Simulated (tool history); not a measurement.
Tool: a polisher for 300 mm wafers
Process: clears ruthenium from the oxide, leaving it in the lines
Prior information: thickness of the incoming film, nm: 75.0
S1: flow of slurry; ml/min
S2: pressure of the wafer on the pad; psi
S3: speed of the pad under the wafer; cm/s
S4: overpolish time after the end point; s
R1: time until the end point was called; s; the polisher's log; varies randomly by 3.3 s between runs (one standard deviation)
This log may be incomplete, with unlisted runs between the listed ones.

run 1 day=0 | S1=305 S2=1.3 S3=88 S4=5 | R1=103.67
run 2 day=0.367 | S1=305 S2=1.3 S3=98 S4=5 | R1=92.868
run 3 day=0.579 | S1=305 S2=1.3 S3=118 S4=5 | R1=79.877
run 4 day=0.658 | S1=305 S2=1.1 S3=118 S4=5 | R1=91.062
run 5 day=0.879 | S1=300 S2=1 S3=108 S4=5 | R1=110.12
run 6 day=0.983 | S1=295 S2=0.9 S3=102 S4=5 | R1=127.82

Forecast run 7:
run 7 day=1.067 | S1=295 S2=0.8 S3=98 S4=5 | R1=?

Run 7 produced R1 148.63 s.

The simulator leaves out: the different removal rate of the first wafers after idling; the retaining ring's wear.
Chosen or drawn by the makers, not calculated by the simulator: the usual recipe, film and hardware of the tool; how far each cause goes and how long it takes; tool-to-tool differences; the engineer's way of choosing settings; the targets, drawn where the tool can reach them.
